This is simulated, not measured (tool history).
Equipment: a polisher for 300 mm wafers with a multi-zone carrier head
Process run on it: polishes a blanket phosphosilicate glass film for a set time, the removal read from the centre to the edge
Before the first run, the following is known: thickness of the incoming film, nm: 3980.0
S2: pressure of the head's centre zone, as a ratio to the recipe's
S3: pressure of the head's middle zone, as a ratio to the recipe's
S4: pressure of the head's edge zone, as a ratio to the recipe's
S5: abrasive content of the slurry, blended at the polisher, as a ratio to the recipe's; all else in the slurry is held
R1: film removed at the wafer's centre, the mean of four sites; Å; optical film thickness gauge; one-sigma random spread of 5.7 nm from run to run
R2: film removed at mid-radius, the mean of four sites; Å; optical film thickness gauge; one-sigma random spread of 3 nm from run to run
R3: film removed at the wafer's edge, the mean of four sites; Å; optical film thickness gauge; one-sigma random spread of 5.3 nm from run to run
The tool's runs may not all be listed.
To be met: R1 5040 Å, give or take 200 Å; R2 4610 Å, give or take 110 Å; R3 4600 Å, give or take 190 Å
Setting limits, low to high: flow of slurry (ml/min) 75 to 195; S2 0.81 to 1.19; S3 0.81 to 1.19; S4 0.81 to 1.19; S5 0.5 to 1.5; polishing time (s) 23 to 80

run 1 hour=0 | flow_of_slurry_(ml/min)=125 S2=1 S3=1 S4=1 S5=1 polishing_time_(s)=51 | R1=3453.9 R2=3405.7 R3=3476.4
run 2 hour=3.3 | flow_of_slurry_(ml/min)=125 S2=1 S3=0.92 S4=1 S5=1 polishing_time_(s)=51 | R1=3429.3 R2=3201.9 R3=3404.2
run 3 hour=9.6 | flow_of_slurry_(ml/min)=135 S2=1.02 S3=0.95 S4=1.02 S5=1.05 polishing_time_(s)=51 | R1=3651.2 R2=3437.9 R3=3602.7
run 4 hour=14.7 | flow_of_slurry_(ml/min)=140 S2=1.04 S3=0.97 S4=1.04 S5=1.1 polishing_time_(s)=51 | R1=3744 R2=3587.3 R3=3720.7
run 5 hour=20.3 | flow_of_slurry_(ml/min)=140 S2=1.04 S3=0.97 S4=1.04 S5=1.1 polishing_time_(s)=59 | R1=4391.2 R2=4107.8 R3=4347.6
run 6 hour=28.3 | flow_of_slurry_(ml/min)=140 S2=0.96 S3=0.97 S4=1.04 S5=1.1 polishing_time_(s)=59 | R1=4116.6 R2=4126.3 R3=4282.8
run 7 hour=30.1 | flow_of_slurry_(ml/min)=145 S2=0.98 S3=0.97 S4=1.03 S5=1.1 polishing_time_(s)=59 | R1=4166.7 R2=4228.1 R3=4369.1
run 8 hour=31.6 | flow_of_slurry_(ml/min)=180 S2=1.08 S3=0.93 S4=0.93 S5=1.05 polishing_time_(s)=59 | R1=4620.8 R2=4110.6 R3=4195.9
run 9 hour=40.4 | flow_of_slurry_(ml/min)=180 S2=1.09 S3=0.94 S4=0.94 S5=1.05 polishing_time_(s)=59 | R1=4692 R2=4142.5 R3=4214
run 10 hour=41.5 | flow_of_slurry_(ml/min)=180 S2=1.09 S3=0.95 S4=0.95 S5=1.05 polishing_time_(s)=59 | R1=4695.4 R2=4186.2 R3=4206.3
run 11 hour=49 | flow_of_slurry_(ml/min)=180 S2=1.09 S3=0.96 S4=0.97 S5=1.05 polishing_time_(s)=59 | R1=4697.1 R2=4207.1 R3=4313.5
run 12 hour=50.1 | flow_of_slurry_(ml/min)=180 S2=1.1 S3=0.97 S4=0.97 S5=1.05 polishing_time_(s)=59 | R1=4768.3 R2=4305.9 R3=4297.2
run 13 hour=57.4 | flow_of_slurry_(ml/min)=180 S2=1.1 S3=0.97 S4=0.98 S5=1.05 polishing_time_(s)=59 | R1=4771.7 R2=4252.9 R3=4299.8
run 14 hour=59.5 | flow_of_slurry_(ml/min)=180 S2=1.1 S3=0.98 S4=0.99 S5=1.05 polishing_time_(s)=59 | R1=4746 R2=4359.7 R3=4402.2
run 15 hour=64.6 | flow_of_slurry_(ml/min)=180 S2=1.11 S3=0.98 S4=0.99 S5=1.05 polishing_time_(s)=59 | R1=4771.8 R2=4287.3 R3=4315.8
run 16 hour=70.3 | flow_of_slurry_(ml/min)=180 S2=1.11 S3=0.99 S4=1 S5=1.05 polishing_time_(s)=59 | R1=4860.3 R2=4345 R3=4251.7
run 17 hour=79.3 | flow_of_slurry_(ml/min)=180 S2=1.11 S3=0.99 S4=1.01 S5=1.05 polishing_time_(s)=59 | R1=4789.4 R2=4322 R3=4297.7
run 18 hour=80 | flow_of_slurry_(ml/min)=180 S2=1.11 S3=0.99 S4=1.02 S5=1.05 polishing_time_(s)=59 | R1=4813.4 R2=4287.1 R3=4233.8

Below are 5 possible settings for the next run. Only one of them brings all results inside the allowed miss of their targets. Which is it?
run A hour=80.7 | flow_of_slurry_(ml/min)=190 S2=1.09 S3=0.99 S4=1.03 S5=1.3 polishing_time_(s)=57 | R1=? R2=? R3=?
run B hour=80.7 | flow_of_slurry_(ml/min)=170 S2=1.15 S3=1.01 S4=1 S5=0.9 polishing_time_(s)=58 | R1=? R2=? R3=?
run C hour=80.7 | flow_of_slurry_(ml/min)=150 S2=1.01 S3=0.94 S4=1 S5=1.1 polishing_time_(s)=63 | R1=? R2=? R3=?
run D hour=80.7 | flow_of_slurry_(ml/min)=195 S2=1.14 S3=0.99 S4=0.99 S5=1.15 polishing_time_(s)=51 | R1=? R2=? R3=?
run E hour=80.7 | flow_of_slurry_(ml/min)=150 S2=1.06 S3=0.81 S4=1.07 S5=1.15 polishing_time_(s)=62 | R1=? R2=? R3=?

move=A R1=5049.5 R2=4645.9 R3=4602.5
move=B R1=4441.2 R2=3973.1 R3=3848.7
move=C R1=4631.4 R2=4383.2 R3=4541
move=D R1=4477.6 R2=3959.3 R3=3864.8
move=E R1=4844.5 R2=3891.7 R3=4679.4
A: meets every target
B: moves away from the targets compared with the last run
C: an improvement on the last run, though not all results are within tolerance
D: moves away from the targets compared with the last run
E: moves away from the targets compared with the last run
A meets every target.

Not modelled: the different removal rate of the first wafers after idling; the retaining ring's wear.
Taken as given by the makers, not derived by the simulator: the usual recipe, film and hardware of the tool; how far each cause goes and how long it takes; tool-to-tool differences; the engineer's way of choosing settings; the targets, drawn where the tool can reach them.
